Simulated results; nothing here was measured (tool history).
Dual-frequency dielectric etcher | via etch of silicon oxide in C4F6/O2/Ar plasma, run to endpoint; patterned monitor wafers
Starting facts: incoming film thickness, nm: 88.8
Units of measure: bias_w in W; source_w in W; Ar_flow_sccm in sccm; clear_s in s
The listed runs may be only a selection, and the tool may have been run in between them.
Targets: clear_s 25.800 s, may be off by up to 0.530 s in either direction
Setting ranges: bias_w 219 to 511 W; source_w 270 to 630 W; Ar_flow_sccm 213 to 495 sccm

run 1 hour=0.0 | bias_w=365 source_w=450 Ar_flow_sccm=354 | clear_s=21.728
run 2 hour=5.4 | bias_w=324 source_w=430 Ar_flow_sccm=358 | clear_s=23.206
run 3 hour=12.6 | bias_w=381 source_w=430 Ar_flow_sccm=358 | clear_s=21.701
run 4 hour=17.1 | bias_w=381 source_w=430 Ar_flow_sccm=334 | clear_s=21.630
run 5 hour=18.2 | bias_w=336 source_w=420 Ar_flow_sccm=336 | clear_s=22.819
run 6 hour=25.3 | bias_w=304 source_w=410 Ar_flow_sccm=337 | clear_s=23.986
-- hour=30.1 bias power generator calibrated
run 7 hour=30.1 | bias_w=241 source_w=400 Ar_flow_sccm=339 | clear_s=26.946
run 8 hour=33.9 | bias_w=241 source_w=400 Ar_flow_sccm=339 | clear_s=26.923
run 9 hour=36.7 | bias_w=282 source_w=410 Ar_flow_sccm=337 | clear_s=25.004
run 10 hour=37.4 | bias_w=275 source_w=410 Ar_flow_sccm=337 | clear_s=25.410
run 11 hour=38.9 | bias_w=275 source_w=410 Ar_flow_sccm=337 | clear_s=25.010

Next run, 5 choices. One meets every target within its allowed miss, the rest don't. Which?
run A hour=40.4 | bias_w=307 source_w=310 Ar_flow_sccm=400 | clear_s=?
run B hour=40.4 | bias_w=290 source_w=410 Ar_flow_sccm=352 | clear_s=?
run C hour=40.4 | bias_w=326 source_w=400 Ar_flow_sccm=250 | clear_s=?
run D hour=40.4 | bias_w=283 source_w=380 Ar_flow_sccm=343 | clear_s=?
run E hour=40.4 | bias_w=337 source_w=380 Ar_flow_sccm=391 | clear_s=?

move=A clear_s=26.708
move=B clear_s=24.732
move=C clear_s=23.182
move=D clear_s=25.541
move=E clear_s=24.093
A: pushes the last run's worst result past its target
B: lands further from the targets than the last run did
C: lands further from the targets than the last run did
D: all results in spec
E: lands further from the targets than the last run did
The move that meets every target is D.

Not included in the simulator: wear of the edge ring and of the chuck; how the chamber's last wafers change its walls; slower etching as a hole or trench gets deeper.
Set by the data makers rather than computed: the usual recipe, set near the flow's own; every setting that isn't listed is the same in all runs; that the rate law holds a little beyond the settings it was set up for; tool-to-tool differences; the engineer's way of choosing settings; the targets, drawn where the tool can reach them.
